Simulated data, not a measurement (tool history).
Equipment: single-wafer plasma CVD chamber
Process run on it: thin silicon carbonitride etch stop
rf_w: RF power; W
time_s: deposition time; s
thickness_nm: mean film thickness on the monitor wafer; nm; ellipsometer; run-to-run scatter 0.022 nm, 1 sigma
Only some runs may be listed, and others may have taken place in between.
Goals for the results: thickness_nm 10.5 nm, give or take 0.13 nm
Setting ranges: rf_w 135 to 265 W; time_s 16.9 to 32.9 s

run	hour	rf_w	time_s	thickness_nm
1	0	200	24.9	13.281
2	4.4	220	24.9	13.783
3	10.7	220	23.6	13.054
4	14	220	25.1	13.838
5	20.5	195	23.8	12.592
6	25.1	195	26.6	14.03
7	27.3	175	25	12.611
8	33	165	24.1	11.818
9	40.6	135	22.4	10.091
10	44.9	140	22.4	10.254

Exercise: of the 5 proposed moves below, exactly one satisfies all targets within the stated allowed misses. Which move is it?
A	49.2	135	24	?
B	49.2	135	22.2	?
C	49.2	135	23.4	?
D	49.2	140	23.7	?
E	49.2	140	21.6	?

move	thickness_nm
A	10.788
B	9.9785
C	10.518
D	10.834
E	9.8741
A: moves the result that the last run missed by most past its target, out the other side
B: the biggest miss grows against the last run
C: every result lands within tolerance
D: moves the result that the last run missed by most past its target, out the other side
E: the biggest miss grows against the last run
Move C is the one to make.
